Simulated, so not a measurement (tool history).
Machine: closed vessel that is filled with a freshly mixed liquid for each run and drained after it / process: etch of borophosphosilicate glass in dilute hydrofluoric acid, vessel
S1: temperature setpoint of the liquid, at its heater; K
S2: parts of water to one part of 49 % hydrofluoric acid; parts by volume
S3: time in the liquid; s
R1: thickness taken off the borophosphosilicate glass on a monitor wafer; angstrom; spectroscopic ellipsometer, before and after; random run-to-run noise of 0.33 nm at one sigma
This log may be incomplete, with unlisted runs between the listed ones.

run,hour,S1,S2,S3,R1
1,0.0,298.15,70,30,275.13
2,7.9,298.15,90,30,209.35
3,16.3,298.15,105,30,176.01
4,23.6,300.65,75,30,281.98
5,29.4,298.65,75,30,262.75
6,32.4,300.65,75,30,283.51
7,38.5,302.65,55,30,428.78
8,40.3,303.65,45,30,550.31
9,43.7,304.65,40,30,657.83

The next listed run, before its measurement:
10,47.2,305.15,40,30,?

{"run 10": {"R1": 664.76}}

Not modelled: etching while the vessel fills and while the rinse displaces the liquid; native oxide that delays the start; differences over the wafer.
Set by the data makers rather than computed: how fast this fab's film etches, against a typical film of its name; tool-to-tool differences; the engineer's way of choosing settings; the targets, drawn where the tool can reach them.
